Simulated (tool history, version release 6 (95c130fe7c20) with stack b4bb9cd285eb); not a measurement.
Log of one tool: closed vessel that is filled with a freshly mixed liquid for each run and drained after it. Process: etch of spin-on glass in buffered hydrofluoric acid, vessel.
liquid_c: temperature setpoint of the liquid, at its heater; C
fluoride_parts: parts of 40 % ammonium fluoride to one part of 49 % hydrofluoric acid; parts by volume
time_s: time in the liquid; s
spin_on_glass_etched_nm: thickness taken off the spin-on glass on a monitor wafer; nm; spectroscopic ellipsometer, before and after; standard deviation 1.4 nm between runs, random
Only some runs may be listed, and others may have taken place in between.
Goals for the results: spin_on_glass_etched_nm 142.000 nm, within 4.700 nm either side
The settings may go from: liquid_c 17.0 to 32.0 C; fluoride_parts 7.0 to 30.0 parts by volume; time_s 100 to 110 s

Run 1, hour 0.0: liquid_c 24.0 C, fluoride_parts 20.0 parts by volume, time_s 100 s. Result: spin_on_glass_etched_nm 119.460 nm.
Run 2, hour 2.2: liquid_c 24.0 C, fluoride_parts 25.5 parts by volume, time_s 100 s. Result: spin_on_glass_etched_nm 102.360 nm.
Run 3, hour 3.4: liquid_c 25.5 C, fluoride_parts 25.5 parts by volume, time_s 100 s. Result: spin_on_glass_etched_nm 106.960 nm.
Run 4, hour 4.5: liquid_c 25.5 C, fluoride_parts 25.5 parts by volume, time_s 110 s. Result: spin_on_glass_etched_nm 119.150 nm.
Run 5, hour 8.3: liquid_c 23.5 C, fluoride_parts 25.5 parts by volume, time_s 110 s. Result: spin_on_glass_etched_nm 107.900 nm.
Run 6, hour 10.0: liquid_c 23.5 C, fluoride_parts 25.5 parts by volume, time_s 100 s. Result: spin_on_glass_etched_nm 97.943 nm.
Run 7, hour 14.7: liquid_c 27.5 C, fluoride_parts 25.0 parts by volume, time_s 100 s. Result: spin_on_glass_etched_nm 122.240 nm.
Run 8, hour 23.7: liquid_c 28.0 C, fluoride_parts 25.0 parts by volume, time_s 100 s. Result: spin_on_glass_etched_nm 125.240 nm.
Run 9, hour 27.5: liquid_c 28.5 C, fluoride_parts 25.0 parts by volume, time_s 100 s. Result: spin_on_glass_etched_nm 131.390 nm.
Run 10, hour 33.1: liquid_c 29.0 C, fluoride_parts 25.0 parts by volume, time_s 100 s. Result: spin_on_glass_etched_nm 133.180 nm.
Run 11, hour 36.1: liquid_c 29.5 C, fluoride_parts 25.0 parts by volume, time_s 100 s. Result: spin_on_glass_etched_nm 135.680 nm.

Below are 5 possible settings for the next run. Only one of them brings all results inside the allowed miss of their targets. Which is it?
Run A, hour 39.1: liquid_c 28.5 C, fluoride_parts 26.0 parts by volume, time_s 105 s. Result: spin_on_glass_etched_nm ?.
Run B, hour 39.1: liquid_c 29.5 C, fluoride_parts 25.5 parts by volume, time_s 105 s. Result: spin_on_glass_etched_nm ?.
Run C, hour 39.1: liquid_c 25.5 C, fluoride_parts 21.5 parts by volume, time_s 105 s. Result: spin_on_glass_etched_nm ?.
Run D, hour 39.1: liquid_c 29.5 C, fluoride_parts 26.5 parts by volume, time_s 100 s. Result: spin_on_glass_etched_nm ?.
Run E, hour 39.1: liquid_c 29.5 C, fluoride_parts 27.0 parts by volume, time_s 100 s. Result: spin_on_glass_etched_nm ?.

move  spin_on_glass_etched_nm
   A                  131.410
   B                  140.460
   C                  127.360
   D                  130.300
   E                  128.650
A: lands further from the targets than the last run did
B: hits every target within its allowed miss
C: lands further from the targets than the last run did
D: lands further from the targets than the last run did
E: lands further from the targets than the last run did
B meets every target.
